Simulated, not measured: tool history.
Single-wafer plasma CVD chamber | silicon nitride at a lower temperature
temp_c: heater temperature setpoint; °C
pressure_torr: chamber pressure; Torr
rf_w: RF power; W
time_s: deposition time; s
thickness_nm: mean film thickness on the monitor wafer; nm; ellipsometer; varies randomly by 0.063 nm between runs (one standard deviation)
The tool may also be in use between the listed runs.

run  hour  temp_c  pressure_torr  rf_w  time_s  thickness_nm
  1     0     340           1.42   395      16        22.427
  2   8.4     340           1.27   395      16        21.761
  3  10.9     340           1.27   440      16        23.131
  4  14.1     336           1.27   440      16        23.413
  5  16.3     336            1.2   430      16        22.718
  6  20.3     329            1.2   430      16          22.9
  7    26     329           1.14   420      16        22.173
  8  30.4     329            1.1   415      16        22.113

Run 9 comes next. What will it give?
  9  34.3     329           0.94   350    15.7             ?

Run 9 yielded thickness_nm 19.04 nm.
